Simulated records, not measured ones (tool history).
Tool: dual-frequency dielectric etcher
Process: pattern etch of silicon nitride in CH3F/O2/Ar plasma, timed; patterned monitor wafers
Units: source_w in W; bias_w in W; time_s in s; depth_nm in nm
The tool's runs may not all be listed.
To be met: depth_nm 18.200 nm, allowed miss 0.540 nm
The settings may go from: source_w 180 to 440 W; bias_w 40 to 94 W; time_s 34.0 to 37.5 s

{"run": 1, "hour": 0.0, "source_w": 310, "bias_w": 67, "time_s": 37.5, "depth_nm": 22.314}
{"run": 2, "hour": 1.7, "source_w": 300, "bias_w": 65, "time_s": 37.5, "depth_nm": 21.579}
{"run": 3, "hour": 9.5, "source_w": 300, "bias_w": 65, "time_s": 37.5, "depth_nm": 21.399}
{"run": 4, "hour": 12.7, "source_w": 280, "bias_w": 65, "time_s": 37.5, "depth_nm": 20.742}
{"run": 5, "hour": 19.8, "source_w": 270, "bias_w": 65, "time_s": 37.5, "depth_nm": 20.357}
{"run": 6, "hour": 22.4, "source_w": 260, "bias_w": 65, "time_s": 37.5, "depth_nm": 19.984}
{"run": 7, "hour": 23.7, "source_w": 250, "bias_w": 65, "time_s": 37.5, "depth_nm": 19.677}
{"run": 8, "hour": 29.6, "source_w": 230, "bias_w": 64, "time_s": 37.5, "depth_nm": 18.912}

5 next moves are on the table. One of them brings every result within its allowed miss. Which?
{"run": "A", "hour": 35.5, "source_w": 230, "bias_w": 64, "time_s": 36.0, "depth_nm": "?"}
{"run": "B", "hour": 35.5, "source_w": 250, "bias_w": 64, "time_s": 37.5, "depth_nm": "?"}
{"run": "C", "hour": 35.5, "source_w": 260, "bias_w": 66, "time_s": 36.0, "depth_nm": "?"}
{"run": "D", "hour": 35.5, "source_w": 260, "bias_w": 60, "time_s": 37.5, "depth_nm": "?"}
{"run": "E", "hour": 35.5, "source_w": 260, "bias_w": 78, "time_s": 35.5, "depth_nm": "?"}

move=A depth_nm=17.910
move=B depth_nm=19.429
move=C depth_nm=19.238
move=D depth_nm=19.305
move=E depth_nm=20.273
A: meets every target
B: further off than the last run
C: further off than the last run
D: further off than the last run
E: further off than the last run
The right move is A.
